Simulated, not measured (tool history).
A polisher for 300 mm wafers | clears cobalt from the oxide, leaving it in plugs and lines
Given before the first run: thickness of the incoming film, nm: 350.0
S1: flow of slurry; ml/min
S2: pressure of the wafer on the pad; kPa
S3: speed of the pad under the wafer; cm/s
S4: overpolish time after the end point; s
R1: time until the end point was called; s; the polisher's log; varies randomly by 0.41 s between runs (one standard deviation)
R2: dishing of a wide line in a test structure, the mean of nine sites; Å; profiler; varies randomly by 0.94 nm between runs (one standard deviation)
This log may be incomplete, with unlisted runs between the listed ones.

Run 1, hour 0: S1 215 ml/min, S2 13.8 kPa, S3 92 cm/s, S4 21 s. Result: R1 85.208 s, R2 482.54 Å.
Run 2, hour 0.9: S1 215 ml/min, S2 16.5 kPa, S3 92 cm/s, S4 21 s. Result: R1 72.869 s, R2 492.04 Å.
Run 3, hour 6.6: S1 220 ml/min, S2 17.9 kPa, S3 96 cm/s, S4 18 s. Result: R1 65.371 s, R2 493.96 Å.
Run 4, hour 15.4: S1 170 ml/min, S2 17.9 kPa, S3 96 cm/s, S4 18 s. Result: R1 68.086 s, R2 483.41 Å.
Run 5, hour 18.2: S1 195 ml/min, S2 18.6 kPa, S3 98 cm/s, S4 15 s. Result: R1 63.345 s, R2 450.13 Å.
Run 6, hour 23.7: S1 215 ml/min, S2 19.3 kPa, S3 100 cm/s, S4 13 s. Result: R1 59.327 s, R2 429.76 Å.
Run 7, hour 31.2: S1 230 ml/min, S2 20 kPa, S3 102 cm/s, S4 12 s. Result: R1 57.289 s, R2 428.75 Å.

What will run 8 give?
Run 8, hour 32.5: S1 230 ml/min, S2 20.7 kPa, S3 106 cm/s, S4 11 s. Result: R1 ?, R2 ?.

Logged for run 8: R1 52.448 s, R2 436.54 Å.
